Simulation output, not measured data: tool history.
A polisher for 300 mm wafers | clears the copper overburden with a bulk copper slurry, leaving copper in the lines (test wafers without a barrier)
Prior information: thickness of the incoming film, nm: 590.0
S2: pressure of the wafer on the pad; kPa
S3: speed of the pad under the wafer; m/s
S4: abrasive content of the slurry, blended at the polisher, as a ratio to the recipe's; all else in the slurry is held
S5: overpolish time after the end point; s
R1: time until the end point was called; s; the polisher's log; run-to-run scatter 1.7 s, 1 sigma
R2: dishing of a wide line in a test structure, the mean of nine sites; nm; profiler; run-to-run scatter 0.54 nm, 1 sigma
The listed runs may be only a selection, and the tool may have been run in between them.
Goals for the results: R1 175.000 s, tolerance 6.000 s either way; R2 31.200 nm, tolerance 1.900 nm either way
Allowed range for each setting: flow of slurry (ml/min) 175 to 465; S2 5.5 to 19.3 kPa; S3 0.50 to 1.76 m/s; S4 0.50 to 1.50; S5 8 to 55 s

Run 1, hour 0.0: flow of slurry (ml/min) 295, S2 12.4 kPa, S3 1.12 m/s, S4 1.00, S5 28 s. Result: R1 69.788 s, R2 81.998 nm.
Run 2, hour 3.2: flow of slurry (ml/min) 295, S2 10.3 kPa, S3 1.12 m/s, S4 1.00, S5 28 s. Result: R1 83.068 s, R2 72.123 nm.
Run 3, hour 4.0: flow of slurry (ml/min) 295, S2 9.7 kPa, S3 1.04 m/s, S4 1.00, S5 24 s. Result: R1 97.390 s, R2 63.507 nm.
Run 4, hour 11.2: flow of slurry (ml/min) 295, S2 9.7 kPa, S3 1.04 m/s, S4 1.20, S5 24 s. Result: R1 92.116 s, R2 64.876 nm.
Run 5, hour 14.2: flow of slurry (ml/min) 300, S2 9.0 kPa, S3 0.98 m/s, S4 1.20, S5 21 s. Result: R1 104.490 s, R2 56.125 nm.
Run 6, hour 15.0: flow of slurry (ml/min) 300, S2 9.0 kPa, S3 0.78 m/s, S4 1.20, S5 21 s. Result: R1 128.250 s, R2 49.236 nm.
Run 7, hour 21.4: flow of slurry (ml/min) 320, S2 8.3 kPa, S3 0.76 m/s, S4 1.25, S5 18 s. Result: R1 142.760 s, R2 41.722 nm.
Run 8, hour 24.7: flow of slurry (ml/min) 345, S2 5.5 kPa, S3 0.78 m/s, S4 1.35, S5 12 s. Result: R1 194.900 s, R2 22.989 nm.
Run 9, hour 31.1: flow of slurry (ml/min) 325, S2 5.5 kPa, S3 0.78 m/s, S4 1.35, S5 12 s. Result: R1 198.320 s, R2 22.693 nm.
Run 10, hour 39.4: flow of slurry (ml/min) 320, S2 5.5 kPa, S3 0.78 m/s, S4 1.35, S5 13 s. Result: R1 199.010 s, R2 24.277 nm.
Run 11, hour 40.5: flow of slurry (ml/min) 315, S2 5.5 kPa, S3 0.78 m/s, S4 1.35, S5 14 s. Result: R1 193.530 s, R2 25.275 nm.
Run 12, hour 43.5: flow of slurry (ml/min) 305, S2 5.5 kPa, S3 0.78 m/s, S4 1.35, S5 14 s. Result: R1 199.240 s, R2 25.287 nm.
Run 13, hour 50.6: flow of slurry (ml/min) 305, S2 5.5 kPa, S3 0.78 m/s, S4 1.35, S5 15 s. Result: R1 199.500 s, R2 26.808 nm.

5 next moves are on the table. One of them brings every result within its allowed miss. Which?
Run A, hour 57.7: flow of slurry (ml/min) 365, S2 6.9 kPa, S3 0.74 m/s, S4 1.15, S5 18 s. Result: R1 ?, R2 ?.
Run B, hour 57.7: flow of slurry (ml/min) 255, S2 6.2 kPa, S3 0.72 m/s, S4 1.40, S5 23 s. Result: R1 ?, R2 ?.
Run C, hour 57.7: flow of slurry (ml/min) 250, S2 6.2 kPa, S3 0.82 m/s, S4 1.35, S5 16 s. Result: R1 ?, R2 ?.
Run D, hour 57.7: flow of slurry (ml/min) 320, S2 6.2 kPa, S3 0.80 m/s, S4 1.00, S5 20 s. Result: R1 ?, R2 ?.
Run E, hour 57.7: flow of slurry (ml/min) 290, S2 6.2 kPa, S3 0.80 m/s, S4 1.35, S5 21 s. Result: R1 ?, R2 ?.

move       R1      R2
   A  174.640  34.618
   B  195.110  37.292
   C  174.290  31.395
   D  187.600  34.871
   E  175.530  37.653
A: the worst result of the last run now meets its target, but another is out of spec
B: an improvement on the last run, though not all results are within tolerance
C: each result inside its tolerance
D: an improvement on the last run, though not all results are within tolerance
E: the worst result of the last run now meets its target, but another is out of spec
Answer: C

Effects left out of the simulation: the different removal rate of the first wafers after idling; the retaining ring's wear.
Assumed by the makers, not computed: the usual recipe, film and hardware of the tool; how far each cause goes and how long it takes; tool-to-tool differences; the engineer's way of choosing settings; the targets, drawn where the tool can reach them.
